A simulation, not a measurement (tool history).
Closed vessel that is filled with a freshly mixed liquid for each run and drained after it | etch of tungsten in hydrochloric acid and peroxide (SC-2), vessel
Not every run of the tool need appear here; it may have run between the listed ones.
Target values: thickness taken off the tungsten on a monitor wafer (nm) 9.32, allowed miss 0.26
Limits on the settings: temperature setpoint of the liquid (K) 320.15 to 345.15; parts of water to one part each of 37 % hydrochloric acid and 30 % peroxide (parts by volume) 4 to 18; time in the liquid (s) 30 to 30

run  hour  temperature setpoint of the liquid (K)  parts of water to one part each of 37 % hydrochloric acid and 30 % peroxide (parts by volume)  time in the liquid (s)  thickness taken off the tungsten on a monitor wafer (nm)
  1     0                                  336.15                                                                                             10                      30                                                    11.937
  2   4.1                                  336.15                                                                                             10                      30                                                    11.943
  3  11.2                                  335.15                                                                                             10                      30                                                    11.181
  4  17.2                                  335.15                                                                                            8.5                      30                                                    12.849
  5  21.5                                  334.15                                                                                            8.5                      30                                                    11.971
  6  29.8                                  333.15                                                                                            8.5                      30                                                     11.32
  7  38.4                                  333.15                                                                                            8.5                      30                                                    11.301
  8  43.1                                  332.65                                                                                            8.5                      30                                                    10.978
  9  49.4                                  332.15                                                                                            8.5                      30                                                    10.652
 10  54.3                                  331.65                                                                                            8.5                      30                                                    10.384
 11  62.3                                  331.65                                                                                            8.5                      30                                                    10.309
 12  64.4                                  331.15                                                                                            8.5                      30                                                    9.9496

Consider the 4 candidate settings below. Which is the only one whose results all fall within their allowed miss of target?
  A  66.5                                  325.65                                                                                              5                      30                                                         ?
  B  66.5                                  331.65                                                                                            9.5                      30                                                         ?
  C  66.5                                  331.65                                                                                              8                      30                                                         ?
  D  66.5                                  332.65                                                                                            8.5                      30                                                         ?

move  thickness taken off the tungsten on a monitor wafer (nm)
   A                                                    10.519
   B                                                    9.4265
   C                                                     10.84
   D                                                    10.997
A: lands further from the targets than the last run did
B: hits every target within its allowed miss
C: lands further from the targets than the last run did
D: lands further from the targets than the last run did
The move that meets every target is B.
